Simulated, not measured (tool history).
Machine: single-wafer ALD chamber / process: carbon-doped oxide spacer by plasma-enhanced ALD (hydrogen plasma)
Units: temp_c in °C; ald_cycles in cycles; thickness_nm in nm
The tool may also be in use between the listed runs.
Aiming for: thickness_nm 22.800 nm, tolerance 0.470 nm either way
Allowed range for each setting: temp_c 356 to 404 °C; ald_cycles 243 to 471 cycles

run 1 day=0.000 | temp_c=380 ald_cycles=357 | thickness_nm=18.253
run 2 day=0.233 | temp_c=385 ald_cycles=357 | thickness_nm=18.138
run 3 day=0.404 | temp_c=385 ald_cycles=365 | thickness_nm=18.585
run 4 day=0.642 | temp_c=378 ald_cycles=365 | thickness_nm=18.718
run 5 day=0.933 | temp_c=370 ald_cycles=365 | thickness_nm=18.637
run 6 day=1.012 | temp_c=370 ald_cycles=372 | thickness_nm=19.142
run 7 day=1.300 | temp_c=370 ald_cycles=378 | thickness_nm=19.138
run 8 day=1.675 | temp_c=370 ald_cycles=386 | thickness_nm=19.855
run 9 day=2.029 | temp_c=370 ald_cycles=391 | thickness_nm=19.869
run 10 day=2.175 | temp_c=370 ald_cycles=397 | thickness_nm=20.413
run 11 day=2.442 | temp_c=370 ald_cycles=401 | thickness_nm=20.723
run 12 day=2.521 | temp_c=370 ald_cycles=404 | thickness_nm=20.877
run 13 day=2.717 | temp_c=370 ald_cycles=407 | thickness_nm=20.794

Which of these 5 next moves meets every target?
run A day=2.912 | temp_c=356 ald_cycles=410 | thickness_nm=?
run B day=2.912 | temp_c=372 ald_cycles=445 | thickness_nm=?
run C day=2.912 | temp_c=363 ald_cycles=361 | thickness_nm=?
run D day=2.912 | temp_c=371 ald_cycles=398 | thickness_nm=?
run E day=2.912 | temp_c=373 ald_cycles=380 | thickness_nm=?

move=A thickness_nm=21.077
move=B thickness_nm=22.876
move=C thickness_nm=18.558
move=D thickness_nm=20.460
move=E thickness_nm=19.534
A: moves toward the targets from the last run without getting all of them in spec
B: each result inside its tolerance
C: misses by more than the last run did
D: misses by more than the last run did
E: misses by more than the last run did
B is the move that brings every result within its allowed miss.
